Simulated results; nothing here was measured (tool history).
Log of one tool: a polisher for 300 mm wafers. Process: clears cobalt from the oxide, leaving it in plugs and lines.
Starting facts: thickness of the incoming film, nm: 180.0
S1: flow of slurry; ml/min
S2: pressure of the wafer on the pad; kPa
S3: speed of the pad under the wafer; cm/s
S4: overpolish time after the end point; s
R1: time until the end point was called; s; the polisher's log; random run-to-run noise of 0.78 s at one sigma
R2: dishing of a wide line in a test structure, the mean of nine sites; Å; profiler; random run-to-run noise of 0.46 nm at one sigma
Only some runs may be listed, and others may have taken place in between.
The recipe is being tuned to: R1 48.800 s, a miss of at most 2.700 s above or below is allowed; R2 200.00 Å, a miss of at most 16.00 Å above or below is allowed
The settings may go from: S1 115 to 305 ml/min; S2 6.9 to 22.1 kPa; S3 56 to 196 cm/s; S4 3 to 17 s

run 1 hour=0.0 | S1=195 S2=14.5 S3=126 S4=9 | R1=26.515 R2=348.72
run 2 hour=6.0 | S1=225 S2=14.5 S3=126 S4=9 | R1=25.491 R2=343.22
run 3 hour=8.7 | S1=260 S2=14.5 S3=126 S4=9 | R1=24.904 R2=354.34
run 4 hour=15.6 | S1=260 S2=17.2 S3=126 S4=9 | R1=21.614 R2=356.09
run 5 hour=19.9 | S1=260 S2=17.2 S3=150 S4=9 | R1=18.573 R2=393.45
run 6 hour=25.1 | S1=230 S2=17.2 S3=150 S4=9 | R1=18.934 R2=363.62
run 7 hour=27.4 | S1=210 S2=16.5 S3=134 S4=8 | R1=21.908 R2=342.08
run 8 hour=35.8 | S1=195 S2=15.9 S3=120 S4=7 | R1=25.654 R2=313.01
run 9 hour=38.4 | S1=180 S2=15.2 S3=110 S4=6 | R1=28.802 R2=268.61
run 10 hour=41.2 | S1=180 S2=13.8 S3=108 S4=6 | R1=32.716 R2=260.32
run 11 hour=49.0 | S1=180 S2=13.1 S3=106 S4=6 | R1=34.116 R2=251.61
run 12 hour=57.2 | S1=180 S2=9.0 S3=100 S4=4 | R1=49.969 R2=143.57
run 13 hour=62.4 | S1=180 S2=9.0 S3=98 S4=5 | R1=52.238 R2=172.65
run 14 hour=66.2 | S1=180 S2=9.7 S3=96 S4=5 | R1=49.911 R2=178.34
run 15 hour=73.3 | S1=180 S2=10.3 S3=94 S4=5 | R1=47.610 R2=178.61

Next run, 4 choices. One meets every target within its allowed miss, the rest don't. Which?
run A hour=80.4 | S1=175 S2=10.3 S3=78 S4=7 | R1=? R2=?
run B hour=80.4 | S1=120 S2=10.3 S3=96 S4=6 | R1=? R2=?
run C hour=80.4 | S1=205 S2=9.7 S3=82 S4=7 | R1=? R2=?
run D hour=80.4 | S1=175 S2=6.9 S3=126 S4=5 | R1=? R2=?

move=A R1=58.063 R2=208.78
move=B R1=50.562 R2=206.18
move=C R1=57.496 R2=210.25
move=D R1=51.078 R2=179.14
A: the worst result of the last run now meets its target, but another is out of spec
B: all results land within tolerance of their targets
C: the worst result of the last run now meets its target, but another is out of spec
D: as far off as the last run
So the answer is move B, the one that meets all the targets.
